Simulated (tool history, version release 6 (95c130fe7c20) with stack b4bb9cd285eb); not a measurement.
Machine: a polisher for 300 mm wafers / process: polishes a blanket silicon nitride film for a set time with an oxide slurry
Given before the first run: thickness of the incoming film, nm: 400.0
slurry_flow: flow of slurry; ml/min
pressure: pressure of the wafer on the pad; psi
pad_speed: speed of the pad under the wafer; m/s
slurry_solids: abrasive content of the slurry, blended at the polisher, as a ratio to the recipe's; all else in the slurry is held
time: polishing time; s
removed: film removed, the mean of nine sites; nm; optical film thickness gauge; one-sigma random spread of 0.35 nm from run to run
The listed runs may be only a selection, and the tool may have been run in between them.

run,hour,slurry_flow,pressure,pad_speed,slurry_solids,time,removed
1,0.0,275,2.4,1.42,1.0,36,17.515
2,3.7,275,2.4,1.42,0.9,36,16.743
3,8.1,275,2.6,1.42,0.9,36,17.924
4,14.3,275,2.6,1.06,0.9,36,13.892
5,19.5,275,2.9,1.16,0.9,36,16.776
6,25.8,275,3.1,1.24,0.9,36,18.747
7,34.1,275,3.3,1.30,0.9,36,21.030
8,35.1,275,3.3,1.30,0.9,36,20.608
9,43.3,275,3.4,1.36,0.9,36,22.341
10,51.4,275,3.5,1.40,0.9,36,23.441
11,52.1,275,3.5,1.40,0.9,36,23.466

Forecast run 12:
12,56.7,275,3.6,1.42,0.9,36,?

{"run 12": {"removed": 24.827}}
